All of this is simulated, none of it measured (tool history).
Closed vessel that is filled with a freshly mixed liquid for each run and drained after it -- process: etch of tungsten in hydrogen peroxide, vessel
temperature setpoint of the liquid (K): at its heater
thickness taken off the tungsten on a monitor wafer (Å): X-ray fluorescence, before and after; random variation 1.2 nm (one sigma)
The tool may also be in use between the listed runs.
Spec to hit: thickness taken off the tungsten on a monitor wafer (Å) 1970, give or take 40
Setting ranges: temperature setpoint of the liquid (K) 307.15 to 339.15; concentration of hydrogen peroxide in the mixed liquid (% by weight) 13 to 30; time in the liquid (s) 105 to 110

run  hour  temperature setpoint of the liquid (K)  concentration of hydrogen peroxide in the mixed liquid (% by weight)  time in the liquid (s)  thickness taken off the tungsten on a monitor wafer (Å)
  1     0                                  323.15                                                                    25                     105                                                   1064.7
  2   5.2                                  323.15                                                                    25                     110                                                   1117.4
  3  12.3                                  325.15                                                                    25                     110                                                   1252.8
  4  18.8                                  326.65                                                                    25                     110                                                   1377.7
  5  20.9                                  321.15                                                                    25                     110                                                   984.15
  6  28.1                                  321.15                                                                    27                     110                                                   1023.7
  7    33                                  329.15                                                                    27                     110                                                   1655.5
  8  40.2                                  329.15                                                                    27                     110                                                     1659
  9  44.2                                  332.65                                                                    27                     110                                                   2035.7

Consider the 4 candidate settings below. Which is the only one whose results all fall within their allowed miss of target?
  A  48.2                                  336.15                                                                    17                     110                                                        ?
  B  48.2                                  334.65                                                                    22                     110                                                        ?
  C  48.2                                  332.65                                                                    30                     105                                                        ?
  D  48.2                                  333.15                                                                    26                     110                                                        ?

move  thickness taken off the tungsten on a monitor wafer (Å)
   A                                                   1952.5
   B                                                     2040
   C                                                   2027.5
   D                                                   2035.2
A: all results in spec
B: moves away from the targets compared with the last run
C: nearer the targets than the last run, but a result is still out of spec
D: about the same distance from the targets as the last run
A is the move that brings every result within its allowed miss.

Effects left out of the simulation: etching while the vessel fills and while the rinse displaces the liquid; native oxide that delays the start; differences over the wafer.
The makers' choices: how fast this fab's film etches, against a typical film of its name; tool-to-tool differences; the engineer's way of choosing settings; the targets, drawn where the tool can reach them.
